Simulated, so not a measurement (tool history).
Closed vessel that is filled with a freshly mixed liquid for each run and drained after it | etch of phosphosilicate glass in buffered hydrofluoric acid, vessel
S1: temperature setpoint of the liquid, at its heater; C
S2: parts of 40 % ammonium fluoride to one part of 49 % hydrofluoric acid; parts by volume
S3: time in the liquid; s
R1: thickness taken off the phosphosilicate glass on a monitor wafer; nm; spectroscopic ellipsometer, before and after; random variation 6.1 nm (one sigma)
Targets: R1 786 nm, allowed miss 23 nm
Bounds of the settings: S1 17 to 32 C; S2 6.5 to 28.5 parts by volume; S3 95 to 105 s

run 1 hour=0 | S1=24 S2=17.5 S3=95 | R1=297.2
run 2 hour=3.2 | S1=24 S2=17.5 S3=105 | R1=329.45
run 3 hour=11.5 | S1=24 S2=20 S3=105 | R1=293.69
run 4 hour=19.5 | S1=26 S2=17.5 S3=105 | R1=368.55
run 5 hour=21.5 | S1=27.5 S2=15 S3=105 | R1=471.61
run 6 hour=22.1 | S1=27.5 S2=19.5 S3=105 | R1=356.42
run 7 hour=29.5 | S1=28.5 S2=17 S3=105 | R1=434.79
run 8 hour=33.2 | S1=29.5 S2=15 S3=105 | R1=524.71
run 9 hour=39.8 | S1=30 S2=14 S3=105 | R1=568.45
-- hour=44.8 thermometer replaced
run 10 hour=44.8 | S1=30.5 S2=13 S3=105 | R1=679.88
run 11 hour=53.2 | S1=31 S2=13 S3=105 | R1=695.59

Which of these 4 next moves meets every target?
run A hour=61.6 | S1=30.5 S2=12 S3=95 | R1=?
run B hour=61.6 | S1=31 S2=11.5 S3=105 | R1=?
run C hour=61.6 | S1=31 S2=9 S3=95 | R1=?
run D hour=61.6 | S1=30 S2=13 S3=100 | R1=?

move=A R1=663.52
move=B R1=784.66
move=C R1=868.84
move=D R1=629.22
A: further off than the last run
B: meets every target
C: takes the result that was furthest off past its target
D: further off than the last run
The right move is B.

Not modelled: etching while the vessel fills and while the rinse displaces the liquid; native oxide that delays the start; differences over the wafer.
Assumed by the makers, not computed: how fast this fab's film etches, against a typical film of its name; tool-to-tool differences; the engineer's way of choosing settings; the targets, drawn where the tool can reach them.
